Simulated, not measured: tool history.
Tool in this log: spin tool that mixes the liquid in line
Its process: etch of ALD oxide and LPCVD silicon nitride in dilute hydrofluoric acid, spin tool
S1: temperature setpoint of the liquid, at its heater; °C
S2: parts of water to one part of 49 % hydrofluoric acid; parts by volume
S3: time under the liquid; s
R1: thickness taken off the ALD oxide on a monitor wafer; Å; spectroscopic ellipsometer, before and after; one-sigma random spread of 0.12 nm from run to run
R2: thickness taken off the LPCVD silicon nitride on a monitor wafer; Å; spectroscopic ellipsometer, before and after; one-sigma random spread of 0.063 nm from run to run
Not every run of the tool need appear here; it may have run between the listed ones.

run  hour    S1   S2   S3      R1      R2
  1   0.0  23.0  250  180  121.92  3.0304
  2   8.1  25.0  220  180  151.77  3.8835
  3   9.1  26.5  200  180  181.59  4.3792
  4  16.8  26.5  200  255  257.75  5.7891
  5  25.1  28.5  200  255  276.36  7.0029
  6  26.4  28.0  200  255  274.48  7.8974
     28.9  -- thermometer replaced
  7  28.9  27.5  200  255  287.21  7.5220

The next listed run, before its measurement:
  8  37.2  27.0  200  255   ?   ?

{"run 8": {"R1": 284.08, "R2": 6.4618}}

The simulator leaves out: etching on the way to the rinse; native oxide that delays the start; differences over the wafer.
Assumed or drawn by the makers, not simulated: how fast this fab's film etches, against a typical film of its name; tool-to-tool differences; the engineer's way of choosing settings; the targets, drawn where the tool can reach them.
